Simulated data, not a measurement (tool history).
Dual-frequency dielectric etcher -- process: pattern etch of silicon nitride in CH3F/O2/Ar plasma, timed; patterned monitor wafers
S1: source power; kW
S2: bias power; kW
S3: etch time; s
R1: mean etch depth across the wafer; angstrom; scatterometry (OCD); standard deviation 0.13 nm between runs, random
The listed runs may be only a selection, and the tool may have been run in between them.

| run | hour | S1 | S2 | S3 | R1 |
|---|---|---|---|---|---|
| 1 | 0 | 0.3 | 0.101 | 45.5 | 323.8 |
| 2 | 2.2 | 0.3 | 0.101 | 42.5 | 301.3 |
| 3 | 6.7 | 0.3 | 0.101 | 45.5 | 324.38 |
| 4 | 14.9 | 0.28 | 0.101 | 45.5 | 313.57 |
| 5 | 17.6 | 0.26 | 0.096 | 45 | 294.11 |
| 6 | 19.2 | 0.24 | 0.094 | 45 | 279.38 |

For run 7, what comes out?
| 7 | 23.5 | 0.23 | 0.093 | 45 | ? |

Run 7 yielded R1 273.68 angstrom.
